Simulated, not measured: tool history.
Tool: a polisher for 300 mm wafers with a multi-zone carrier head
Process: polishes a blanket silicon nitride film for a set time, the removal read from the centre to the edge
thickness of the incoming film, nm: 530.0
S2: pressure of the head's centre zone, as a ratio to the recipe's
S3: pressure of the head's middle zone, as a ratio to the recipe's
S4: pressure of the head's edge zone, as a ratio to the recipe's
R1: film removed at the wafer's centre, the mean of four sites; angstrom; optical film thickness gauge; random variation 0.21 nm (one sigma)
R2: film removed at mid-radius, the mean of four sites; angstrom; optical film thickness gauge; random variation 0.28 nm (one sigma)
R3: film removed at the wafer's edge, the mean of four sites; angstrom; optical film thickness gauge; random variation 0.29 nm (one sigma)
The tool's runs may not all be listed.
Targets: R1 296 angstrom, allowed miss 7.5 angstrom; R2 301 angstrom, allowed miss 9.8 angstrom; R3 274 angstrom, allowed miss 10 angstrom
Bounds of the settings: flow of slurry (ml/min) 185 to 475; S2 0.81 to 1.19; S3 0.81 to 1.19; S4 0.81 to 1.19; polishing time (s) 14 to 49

{"run": 1, "hour": 0.0, "flow of slurry (ml/min)": 305, "S2": 1, "S3": 1, "S4": 1, "polishing time (s)": 31, "R1": 423.56, "R2": 433.78, "R3": 448.87}
{"run": 2, "hour": 2.0, "flow of slurry (ml/min)": 305, "S2": 1.03, "S3": 1, "S4": 1, "polishing time (s)": 31, "R1": 441.87, "R2": 426.57, "R3": 444.56}
{"run": 3, "hour": 8.2, "flow of slurry (ml/min)": 310, "S2": 1.03, "S3": 1.01, "S4": 0.96, "polishing time (s)": 28, "R1": 400.37, "R2": 386.18, "R3": 404.74}
{"run": 4, "hour": 16.9, "flow of slurry (ml/min)": 295, "S2": 1.04, "S3": 1.06, "S4": 0.92, "polishing time (s)": 25, "R1": 360.04, "R2": 361.15, "R3": 349.92}
{"run": 5, "hour": 23.5, "flow of slurry (ml/min)": 225, "S2": 1.04, "S3": 1.06, "S4": 0.92, "polishing time (s)": 25, "R1": 355.12, "R2": 357.46, "R3": 337.27}
{"run": 6, "hour": 32.4, "flow of slurry (ml/min)": 215, "S2": 1.04, "S3": 1.06, "S4": 0.9, "polishing time (s)": 24, "R1": 336.98, "R2": 337.97, "R3": 326.93}
{"run": 7, "hour": 38.3, "flow of slurry (ml/min)": 210, "S2": 1.05, "S3": 1.07, "S4": 0.88, "polishing time (s)": 23, "R1": 323.19, "R2": 332.92, "R3": 306.91}
{"run": 8, "hour": 45.1, "flow of slurry (ml/min)": 205, "S2": 1.05, "S3": 1.06, "S4": 0.86, "polishing time (s)": 22, "R1": 311.24, "R2": 308.58, "R3": 292.73}
{"run": 9, "hour": 52.1, "flow of slurry (ml/min)": 220, "S2": 1.04, "S3": 1.1, "S4": 0.81, "polishing time (s)": 20, "R1": 282.4, "R2": 297.4, "R3": 264.03}

Which of these 4 next moves meets every target?
{"run": "A", "hour": 59.1, "flow of slurry (ml/min)": 185, "S2": 1.05, "S3": 1.09, "S4": 0.81, "polishing time (s)": 21, "R1": "?", "R2": "?", "R3": "?"}
{"run": "B", "hour": 59.1, "flow of slurry (ml/min)": 210, "S2": 1.05, "S3": 1.18, "S4": 0.83, "polishing time (s)": 21, "R1": "?", "R2": "?", "R3": "?"}
{"run": "C", "hour": 59.1, "flow of slurry (ml/min)": 200, "S2": 1.16, "S3": 1.08, "S4": 0.81, "polishing time (s)": 19, "R1": "?", "R2": "?", "R3": "?"}
{"run": "D", "hour": 59.1, "flow of slurry (ml/min)": 185, "S2": 1.14, "S3": 1.17, "S4": 0.81, "polishing time (s)": 20, "R1": "?", "R2": "?", "R3": "?"}

move=A R1=292.42 R2=295.18 R3=270.39
move=B R1=296.22 R2=319.51 R3=274.59
move=C R1=294.63 R2=266.63 R3=245.93
move=D R1=302.65 R2=298.63 R3=257.24
A: meets every target
B: brings the result that was furthest off to its target, and leaves another outside
C: brings the result that was furthest off to its target, and leaves another outside
D: brings the result that was furthest off to its target, and leaves another outside
The right move is A.
